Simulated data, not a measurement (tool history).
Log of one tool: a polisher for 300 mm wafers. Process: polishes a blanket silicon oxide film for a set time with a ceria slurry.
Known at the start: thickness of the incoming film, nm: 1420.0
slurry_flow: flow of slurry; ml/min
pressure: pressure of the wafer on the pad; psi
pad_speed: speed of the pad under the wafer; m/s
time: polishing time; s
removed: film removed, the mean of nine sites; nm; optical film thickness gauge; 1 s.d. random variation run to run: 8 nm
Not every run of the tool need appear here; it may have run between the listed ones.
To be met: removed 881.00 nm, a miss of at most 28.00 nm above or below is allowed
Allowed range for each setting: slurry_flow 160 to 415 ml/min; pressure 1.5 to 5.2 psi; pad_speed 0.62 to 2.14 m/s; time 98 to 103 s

run  hour  slurry_flow  pressure  pad_speed  time  removed
  1   0.0          265       3.3       1.38    98   613.97
  2   7.6          265       3.5       1.38    98   632.12
  3   8.6          265       3.7       1.38    98   672.19
  4  17.3          265       4.3       1.38    98   752.33
  5  20.5          265       3.7       1.38    98   677.70
  6  28.8          265       3.9       1.38    98   692.30
  7  30.7          265       4.1       1.38    98   724.91
  8  37.6          265       4.3       1.38    98   751.86

Consider the 5 candidate settings below. Which is the only one whose results all fall within their allowed miss of target?
  A  44.5          285       4.0       1.12   103        ?
  B  44.5          345       4.5       1.46   103        ?
  C  44.5          265       4.3       1.72   103        ?
  D  44.5          240       5.0       1.46   103        ?
  E  44.5          265       4.3       1.34   103        ?

move  removed
   A   643.56
   B   872.56
   C   935.48
   D   928.37
   E   773.23
A: the biggest miss grows against the last run
B: in spec on every target
C: pushes the last run's worst result past its target
D: pushes the last run's worst result past its target
E: gains on the last run, yet a result remains outside its allowed miss
B meets every target.

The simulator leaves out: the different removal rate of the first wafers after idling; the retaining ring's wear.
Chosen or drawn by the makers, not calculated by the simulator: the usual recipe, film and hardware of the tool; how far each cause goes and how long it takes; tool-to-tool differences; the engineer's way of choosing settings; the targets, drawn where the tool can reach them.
